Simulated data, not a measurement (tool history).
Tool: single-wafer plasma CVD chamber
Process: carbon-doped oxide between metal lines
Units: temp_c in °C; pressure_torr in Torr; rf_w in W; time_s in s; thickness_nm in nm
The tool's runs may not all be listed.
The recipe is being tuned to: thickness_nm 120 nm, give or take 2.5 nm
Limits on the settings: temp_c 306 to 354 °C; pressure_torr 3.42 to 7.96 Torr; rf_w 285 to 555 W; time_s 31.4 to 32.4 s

{"run": 1, "hour": 0.0, "temp_c": 330, "pressure_torr": 5.69, "rf_w": 420, "time_s": 31.4, "thickness_nm": 132.66}
{"run": 2, "hour": 6.5, "temp_c": 334, "pressure_torr": 5.45, "rf_w": 415, "time_s": 31.4, "thickness_nm": 128.37}
{"run": 3, "hour": 9.5, "temp_c": 334, "pressure_torr": 5.45, "rf_w": 380, "time_s": 31.4, "thickness_nm": 123.32}
{"run": 4, "hour": 14.6, "temp_c": 335, "pressure_torr": 5.38, "rf_w": 380, "time_s": 31.4, "thickness_nm": 122.21}
{"run": 5, "hour": 22.2, "temp_c": 331, "pressure_torr": 5.38, "rf_w": 380, "time_s": 31.4, "thickness_nm": 125.98}
{"run": 6, "hour": 29.6, "temp_c": 333, "pressure_torr": 5.36, "rf_w": 380, "time_s": 31.4, "thickness_nm": 123.65}
{"run": 7, "hour": 32.8, "temp_c": 334, "pressure_torr": 5.32, "rf_w": 380, "time_s": 31.4, "thickness_nm": 123.21}
{"run": 8, "hour": 37.5, "temp_c": 335, "pressure_torr": 5.29, "rf_w": 380, "time_s": 31.4, "thickness_nm": 122.69}

Pick the move, out of 5, that brings all results within their allowed miss; only one does.
{"run": "A", "hour": 42.2, "temp_c": 334, "pressure_torr": 5.39, "rf_w": 385, "time_s": 31.8, "thickness_nm": "?"}
{"run": "B", "hour": 42.2, "temp_c": 330, "pressure_torr": 4.65, "rf_w": 390, "time_s": 31.6, "thickness_nm": "?"}
{"run": "C", "hour": 42.2, "temp_c": 336, "pressure_torr": 5.37, "rf_w": 355, "time_s": 31.9, "thickness_nm": "?"}
{"run": "D", "hour": 42.2, "temp_c": 332, "pressure_torr": 5.54, "rf_w": 370, "time_s": 32.1, "thickness_nm": "?"}
{"run": "E", "hour": 42.2, "temp_c": 337, "pressure_torr": 4.85, "rf_w": 400, "time_s": 32.4, "thickness_nm": "?"}

move=A thickness_nm=127.58
move=B thickness_nm=126.19
move=C thickness_nm=122.11
move=D thickness_nm=127.66
move=E thickness_nm=128.94
A: misses by more than the last run did
B: misses by more than the last run did
C: hits every target within its allowed miss
D: misses by more than the last run did
E: misses by more than the last run did
Move C is the one to make.
